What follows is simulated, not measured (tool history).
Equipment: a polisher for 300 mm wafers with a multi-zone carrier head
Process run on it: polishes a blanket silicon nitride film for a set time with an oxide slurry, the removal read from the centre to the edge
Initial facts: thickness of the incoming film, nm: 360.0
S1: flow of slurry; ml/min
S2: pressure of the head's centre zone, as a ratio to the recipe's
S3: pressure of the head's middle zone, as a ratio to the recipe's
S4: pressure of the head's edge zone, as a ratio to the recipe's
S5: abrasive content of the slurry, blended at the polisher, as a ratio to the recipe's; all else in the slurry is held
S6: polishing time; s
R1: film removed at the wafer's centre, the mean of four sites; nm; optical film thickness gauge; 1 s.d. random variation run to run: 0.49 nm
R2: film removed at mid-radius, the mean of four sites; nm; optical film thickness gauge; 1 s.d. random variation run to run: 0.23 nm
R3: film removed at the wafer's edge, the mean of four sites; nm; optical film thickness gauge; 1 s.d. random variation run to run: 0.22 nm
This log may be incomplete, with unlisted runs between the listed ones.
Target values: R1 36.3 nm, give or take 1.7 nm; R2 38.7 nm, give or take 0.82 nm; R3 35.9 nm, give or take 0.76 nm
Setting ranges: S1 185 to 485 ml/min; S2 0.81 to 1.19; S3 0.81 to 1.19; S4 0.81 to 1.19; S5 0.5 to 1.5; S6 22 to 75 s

run  hour   S1    S2    S3    S4    S5  S6      R1      R2      R3
  1     0  310     1     1     1     1  48  29.167   30.45  30.616
  2   7.9  320  1.02  1.03  1.03     1  48  29.935  31.539  31.094
  3  12.1  320  1.05  1.03  1.03     1  48   31.99  31.089  30.837
  4    17  320  1.05  1.03  1.03     1  59  39.211  38.796  37.862
  5  21.2  315  1.04  1.03  1.02     1  59  37.917  38.652   38.02
  6    25  310  1.04  1.03     1     1  59  37.769  38.585  37.428
  7    29  305  1.04  1.03  0.99     1  59  37.127  38.633  37.237
     30.7  -- slurry nozzle cleaned
  8  30.7  285  1.04  1.04  0.93     1  59   38.62  40.403  37.386
  9  31.9  285  1.03  1.03  0.92  0.95  59  38.063   38.78  36.094

Of the 5 settings listed for the next run, only one would bring every result within its allowed miss of target. Which one?
  A  33.1  325  1.13  1.08  0.81   0.7  66   ?   ?   ?
  B  33.1  265   1.1  1.07  0.89   0.9  59   ?   ?   ?
  C  33.1  235  1.09  1.04  0.88  0.85  62   ?   ?   ?
  D  33.1  230   1.1  0.99  0.89   0.8  65   ?   ?   ?
  E  33.1  365  1.01  1.06  0.97  0.95  56   ?   ?   ?

move      R1      R2      R3
   A  41.027  39.987  34.855
   B  39.128  38.949  35.403
   C   39.26  38.556  35.884
   D  40.349  37.679   36.74
   E  35.862  38.508  36.083
A: its largest miss is bigger than the last run's
B: its largest miss is bigger than the last run's
C: its largest miss is bigger than the last run's
D: its largest miss is bigger than the last run's
E: all results in spec
Move E is the one to make.
